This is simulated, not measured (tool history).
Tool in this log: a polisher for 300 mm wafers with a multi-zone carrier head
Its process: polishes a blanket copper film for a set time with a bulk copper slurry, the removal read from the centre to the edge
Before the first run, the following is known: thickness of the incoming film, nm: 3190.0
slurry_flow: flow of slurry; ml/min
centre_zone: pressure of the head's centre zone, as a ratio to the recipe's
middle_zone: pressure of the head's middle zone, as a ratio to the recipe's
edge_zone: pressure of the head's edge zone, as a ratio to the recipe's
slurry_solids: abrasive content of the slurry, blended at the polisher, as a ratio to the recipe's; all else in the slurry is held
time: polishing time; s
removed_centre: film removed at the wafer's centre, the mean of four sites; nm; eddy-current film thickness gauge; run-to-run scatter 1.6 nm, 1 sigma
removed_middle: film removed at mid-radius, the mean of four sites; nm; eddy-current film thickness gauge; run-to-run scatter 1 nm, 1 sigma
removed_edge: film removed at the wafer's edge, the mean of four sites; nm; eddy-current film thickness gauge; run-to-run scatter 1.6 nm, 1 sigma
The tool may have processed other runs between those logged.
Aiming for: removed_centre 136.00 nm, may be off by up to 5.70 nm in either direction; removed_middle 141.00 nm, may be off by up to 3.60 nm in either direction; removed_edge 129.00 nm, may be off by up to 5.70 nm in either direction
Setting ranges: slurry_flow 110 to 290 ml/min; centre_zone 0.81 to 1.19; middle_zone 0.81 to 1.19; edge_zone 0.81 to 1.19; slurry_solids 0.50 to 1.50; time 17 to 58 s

{"run": 1, "hour": 0.0, "slurry_flow": 185, "centre_zone": 1.0, "middle_zone": 1.0, "edge_zone": 1.0, "slurry_solids": 1.0, "time": 37, "removed_centre": 219.51, "removed_middle": 232.35, "removed_edge": 234.67}
{"run": 2, "hour": 6.7, "slurry_flow": 150, "centre_zone": 1.0, "middle_zone": 1.0, "edge_zone": 1.0, "slurry_solids": 1.0, "time": 37, "removed_centre": 205.17, "removed_middle": 222.88, "removed_edge": 226.23}
{"run": 3, "hour": 14.6, "slurry_flow": 150, "centre_zone": 1.01, "middle_zone": 1.0, "edge_zone": 0.95, "slurry_solids": 0.85, "time": 33, "removed_centre": 177.89, "removed_middle": 190.88, "removed_edge": 188.76}
{"run": 4, "hour": 20.6, "slurry_flow": 150, "centre_zone": 1.01, "middle_zone": 1.0, "edge_zone": 0.91, "slurry_solids": 0.85, "time": 33, "removed_centre": 179.58, "removed_middle": 191.38, "removed_edge": 187.44}
{"run": 5, "hour": 26.0, "slurry_flow": 150, "centre_zone": 1.08, "middle_zone": 1.0, "edge_zone": 0.91, "slurry_solids": 0.85, "time": 33, "removed_centre": 193.68, "removed_middle": 193.75, "removed_edge": 185.88}
{"run": 6, "hour": 32.6, "slurry_flow": 150, "centre_zone": 1.07, "middle_zone": 1.01, "edge_zone": 0.89, "slurry_solids": 0.75, "time": 30, "removed_centre": 169.47, "removed_middle": 173.13, "removed_edge": 161.83}
{"run": 7, "hour": 34.0, "slurry_flow": 150, "centre_zone": 1.06, "middle_zone": 1.01, "edge_zone": 0.88, "slurry_solids": 0.65, "time": 29, "removed_centre": 159.33, "removed_middle": 162.02, "removed_edge": 153.97}
{"run": 8, "hour": 36.2, "slurry_flow": 145, "centre_zone": 1.06, "middle_zone": 1.02, "edge_zone": 0.86, "slurry_solids": 0.6, "time": 28, "removed_centre": 150.39, "removed_middle": 156.17, "removed_edge": 140.48}
{"hour": 44.1, "done": "centre zone pressure recalibrated"}
{"run": 9, "hour": 44.1, "slurry_flow": 140, "centre_zone": 1.05, "middle_zone": 1.01, "edge_zone": 0.85, "slurry_solids": 0.55, "time": 28, "removed_centre": 153.89, "removed_middle": 150.14, "removed_edge": 140.35}
{"run": 10, "hour": 49.7, "slurry_flow": 140, "centre_zone": 1.03, "middle_zone": 1.02, "edge_zone": 0.85, "slurry_solids": 0.55, "time": 27, "removed_centre": 149.06, "removed_middle": 146.27, "removed_edge": 138.59}

Exactly one of the 4 candidate moves below puts every result within its allowed miss. Which one?
{"run": "A", "hour": 55.3, "slurry_flow": 135, "centre_zone": 0.9, "middle_zone": 0.92, "edge_zone": 0.96, "slurry_solids": 0.6, "time": 28, "removed_centre": "?", "removed_middle": "?", "removed_edge": "?"}
{"run": "B", "hour": 55.3, "slurry_flow": 110, "centre_zone": 1.08, "middle_zone": 0.92, "edge_zone": 0.81, "slurry_solids": 0.5, "time": 30, "removed_centre": "?", "removed_middle": "?", "removed_edge": "?"}
{"run": "C", "hour": 55.3, "slurry_flow": 130, "centre_zone": 0.99, "middle_zone": 1.02, "edge_zone": 0.81, "slurry_solids": 0.5, "time": 27, "removed_centre": "?", "removed_middle": "?", "removed_edge": "?"}
{"run": "D", "hour": 55.3, "slurry_flow": 130, "centre_zone": 1.08, "middle_zone": 1.06, "edge_zone": 0.82, "slurry_solids": 0.5, "time": 27, "removed_centre": "?", "removed_middle": "?", "removed_edge": "?"}

move=A removed_centre=133.06 removed_middle=140.79 removed_edge=151.31
move=B removed_centre=155.52 removed_middle=138.00 removed_edge=141.22
move=C removed_centre=135.62 removed_middle=142.21 removed_edge=131.22
move=D removed_centre=148.09 removed_middle=146.86 removed_edge=131.76
A: the furthest-off result lands on target, but another misses its tolerance
B: the biggest miss grows against the last run
C: all results in spec
D: better than the last run, though not everything is in spec
The right move is C.
